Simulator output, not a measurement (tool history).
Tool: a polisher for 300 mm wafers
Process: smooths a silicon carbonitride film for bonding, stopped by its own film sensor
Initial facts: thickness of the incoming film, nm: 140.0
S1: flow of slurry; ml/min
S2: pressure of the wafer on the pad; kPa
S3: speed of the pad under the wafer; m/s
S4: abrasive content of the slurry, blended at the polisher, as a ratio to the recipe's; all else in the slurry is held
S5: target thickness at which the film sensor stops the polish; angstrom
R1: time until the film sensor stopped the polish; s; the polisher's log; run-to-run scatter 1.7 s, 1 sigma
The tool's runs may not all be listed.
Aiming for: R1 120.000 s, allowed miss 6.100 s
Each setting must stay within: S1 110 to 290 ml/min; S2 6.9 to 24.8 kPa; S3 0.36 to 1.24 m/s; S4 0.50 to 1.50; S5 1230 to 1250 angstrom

run	hour	S1	S2	S3	S4	S5	R1
1	0.0	185	15.9	0.80	1.00	1230	73.308
2	8.7	185	14.5	0.80	1.00	1230	78.567
3	10.8	185	17.9	0.80	1.00	1230	68.528
4	15.1	185	20.7	0.80	1.00	1230	59.930
5	18.0	185	20.7	0.98	1.00	1230	49.224
6	25.3	140	20.7	0.98	1.00	1230	53.464
7	28.2	140	18.6	0.94	1.00	1230	60.225
8	36.1	140	17.2	0.90	1.00	1230	68.034
9	39.8	140	13.1	0.84	1.00	1230	87.214
10	42.4	140	12.4	0.84	1.00	1230	90.019
11	48.9	140	11.7	0.84	1.00	1230	92.542
12	51.1	140	11.0	0.84	1.00	1230	97.664
13	57.7	140	10.3	0.84	1.00	1230	99.390
14	58.7	140	9.7	0.84	1.00	1230	106.620

Exercise: of the 4 proposed moves below, exactly one satisfies all targets within the stated allowed misses. Which move is it?
A	59.7	150	8.3	0.74	0.90	1230	?
B	59.7	120	9.7	0.70	0.85	1250	?
C	59.7	175	9.0	0.64	1.00	1230	?
D	59.7	165	8.3	0.72	0.80	1230	?

move	R1
A	132.600
B	118.190
C	131.690
D	138.380
A: takes the biggest miss from the last run beyond its target
B: meets every target
C: takes the biggest miss from the last run beyond its target
D: takes the biggest miss from the last run beyond its target
B is the move that brings every result within its allowed miss.
